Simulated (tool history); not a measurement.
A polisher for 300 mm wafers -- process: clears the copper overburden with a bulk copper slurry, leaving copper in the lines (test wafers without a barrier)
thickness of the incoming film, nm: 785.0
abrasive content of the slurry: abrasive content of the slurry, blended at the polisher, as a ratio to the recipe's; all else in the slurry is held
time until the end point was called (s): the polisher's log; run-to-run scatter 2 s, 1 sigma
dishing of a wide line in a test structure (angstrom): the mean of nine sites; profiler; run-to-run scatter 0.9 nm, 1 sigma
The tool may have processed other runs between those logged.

run	hour	flow of slurry (ml/min)	pressure of the wafer on the pad (psi)	speed of the pad under the wafer (m/s)	abrasive content of the slurry	overpolish time after the end point (s)	time until the end point was called (s)	dishing of a wide line in a test structure (angstrom)
1	0.0	285	2.2	1.12	1.00	27	96.127	890.92
2	0.6	285	1.9	1.14	1.00	22	108.330	770.23
3	6.8	285	1.9	1.14	1.10	22	104.500	747.03
4	15.0	285	1.6	1.12	1.20	18	124.530	628.25
5	22.2	285	1.4	1.14	1.30	15	137.160	491.28
6	29.2	285	1.9	1.14	1.30	15	103.090	650.40
7	31.9	285	1.9	1.14	1.30	15	104.880	612.91

Predict the results of run 8:
8	35.4	285	1.7	1.16	1.35	13	?	?

time until the end point was called (s): 113.360
dishing of a wide line in a test structure (angstrom): 563.69

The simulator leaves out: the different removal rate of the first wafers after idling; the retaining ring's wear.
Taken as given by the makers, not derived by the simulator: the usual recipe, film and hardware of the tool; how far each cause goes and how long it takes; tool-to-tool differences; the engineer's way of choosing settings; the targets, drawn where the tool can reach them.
